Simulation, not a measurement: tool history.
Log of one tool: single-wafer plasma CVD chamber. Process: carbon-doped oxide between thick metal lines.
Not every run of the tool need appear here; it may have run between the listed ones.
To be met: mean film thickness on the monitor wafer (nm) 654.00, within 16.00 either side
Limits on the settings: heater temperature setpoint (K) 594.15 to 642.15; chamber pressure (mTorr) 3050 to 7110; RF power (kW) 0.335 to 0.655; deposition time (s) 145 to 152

run	day	heater temperature setpoint (K)	chamber pressure (mTorr)	RF power (kW)	deposition time (s)	mean film thickness on the monitor wafer (nm)
1	0.000	618.15	5080	0.495	152	805.56
2	0.067	619.15	4900	0.470	151	770.04
3	0.304	619.15	4590	0.470	151	765.77
4	0.412	620.15	4490	0.450	150	742.34
5	0.754	620.15	4900	0.450	150	745.03
6	1.029	620.15	5390	0.450	150	755.01
7	1.067	621.15	5290	0.435	149	731.16
8	1.254	622.15	5220	0.425	149	716.88
9	1.279	623.15	5140	0.415	149	703.44
10	1.329	624.15	5060	0.410	149	695.33
11	1.688	625.15	4990	0.405	149	687.11
12	1.738	626.15	4930	0.400	149	682.29
13	1.762	627.15	4880	0.395	149	673.43
14	2.025	628.15	4850	0.395	149	672.92

Of the 5 settings listed for the next run, only one would bring every result within its allowed miss of target. Which one?
A	2.288	622.15	4850	0.400	152	?
B	2.288	610.15	4310	0.390	152	?
C	2.288	628.15	4580	0.395	152	?
D	2.288	627.15	5040	0.380	148	?
E	2.288	628.15	4280	0.435	150	?

move	mean film thickness on the monitor wafer (nm)
A	701.83
B	704.55
C	682.21
D	656.85
E	709.71
A: further off than the last run
B: further off than the last run
C: further off than the last run
D: each result inside its tolerance
E: further off than the last run
Correct choice: D, which meets every target
